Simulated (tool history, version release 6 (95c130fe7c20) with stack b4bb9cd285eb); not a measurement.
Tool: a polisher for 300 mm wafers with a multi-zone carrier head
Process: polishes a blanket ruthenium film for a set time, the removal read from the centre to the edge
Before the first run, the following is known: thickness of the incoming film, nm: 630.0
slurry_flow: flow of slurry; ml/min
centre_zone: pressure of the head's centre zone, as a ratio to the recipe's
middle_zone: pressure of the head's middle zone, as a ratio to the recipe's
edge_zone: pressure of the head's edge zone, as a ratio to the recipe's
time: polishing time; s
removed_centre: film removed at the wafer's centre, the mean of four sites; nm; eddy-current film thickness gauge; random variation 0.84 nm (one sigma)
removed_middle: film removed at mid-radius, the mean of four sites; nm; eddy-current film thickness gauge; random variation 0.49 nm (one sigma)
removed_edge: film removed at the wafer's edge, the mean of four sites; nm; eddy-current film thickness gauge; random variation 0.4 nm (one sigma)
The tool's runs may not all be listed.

{"run": 1, "day": 0.0, "slurry_flow": 180, "centre_zone": 1.0, "middle_zone": 1.0, "edge_zone": 1.0, "time": 41, "removed_centre": 48.277, "removed_middle": 47.047, "removed_edge": 46.415}
{"run": 2, "day": 0.062, "slurry_flow": 195, "centre_zone": 1.0, "middle_zone": 1.04, "edge_zone": 1.0, "time": 43, "removed_centre": 49.93, "removed_middle": 51.525, "removed_edge": 49.145}
{"run": 3, "day": 0.296, "slurry_flow": 195, "centre_zone": 1.0, "middle_zone": 1.12, "edge_zone": 1.0, "time": 43, "removed_centre": 50.019, "removed_middle": 54.825, "removed_edge": 49.152}
{"run": 4, "day": 0.433, "slurry_flow": 195, "centre_zone": 1.0, "middle_zone": 1.05, "edge_zone": 1.0, "time": 43, "removed_centre": 50.794, "removed_middle": 51.838, "removed_edge": 49.004}
{"run": 5, "day": 0.667, "slurry_flow": 210, "centre_zone": 1.0, "middle_zone": 1.08, "edge_zone": 0.99, "time": 44, "removed_centre": 54.059, "removed_middle": 55.22, "removed_edge": 50.936}
{"run": 6, "day": 0.854, "slurry_flow": 220, "centre_zone": 0.98, "middle_zone": 1.1, "edge_zone": 0.97, "time": 45, "removed_centre": 53.264, "removed_middle": 57.258, "removed_edge": 51.803}

Run 7, settings as shown, results not yet in. Your forecast:
{"run": 7, "day": 1.183, "slurry_flow": 225, "centre_zone": 0.98, "middle_zone": 1.12, "edge_zone": 0.95, "time": 46, "removed_centre": "?", "removed_middle": "?", "removed_edge": "?"}

{"run 7": {"removed_centre": 54.942, "removed_middle": 59.953, "removed_edge": 52.35}}
